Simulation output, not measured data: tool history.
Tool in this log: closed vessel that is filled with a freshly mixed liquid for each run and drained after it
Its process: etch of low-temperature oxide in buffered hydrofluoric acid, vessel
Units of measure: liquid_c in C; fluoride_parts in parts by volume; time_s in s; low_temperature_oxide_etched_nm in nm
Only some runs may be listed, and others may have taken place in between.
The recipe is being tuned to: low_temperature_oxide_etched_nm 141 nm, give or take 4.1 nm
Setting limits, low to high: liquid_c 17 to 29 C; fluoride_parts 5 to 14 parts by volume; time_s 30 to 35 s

run	day	liquid_c	fluoride_parts	time_s	low_temperature_oxide_etched_nm
1	0	21	8.5	35	79.925
2	0.183	21	11	35	64.327
3	0.204	23.5	10	35	81.6
4	0.454	23.5	10	30	69.313
5	0.496	22	10	30	63.654
6	0.742	22	11.5	30	56.223
7	1.104	26	8.5	30	90.412
8	1.342	27	7.5	30	108.94
9	1.608	27.5	7	30	121.43
10	1.854	28	7	30	123.64
11	1.962	28.5	7	30	127.59

Exactly one of the 5 candidate moves below puts every result within its allowed miss. Which one?
A	2.071	27.5	7	30	?
B	2.071	29	6.5	30	?
C	2.071	29	8	35	?
D	2.071	27	7.5	30	?
E	2.071	29	7	30	?

move	low_temperature_oxide_etched_nm
A	121.46
B	140.22
C	132.83
D	109.79
E	131.5
A: misses by more than the last run did
B: every result lands within tolerance
C: nearer the targets than the last run, but a result is still out of spec
D: misses by more than the last run did
E: nearer the targets than the last run, but a result is still out of spec
Answer: B
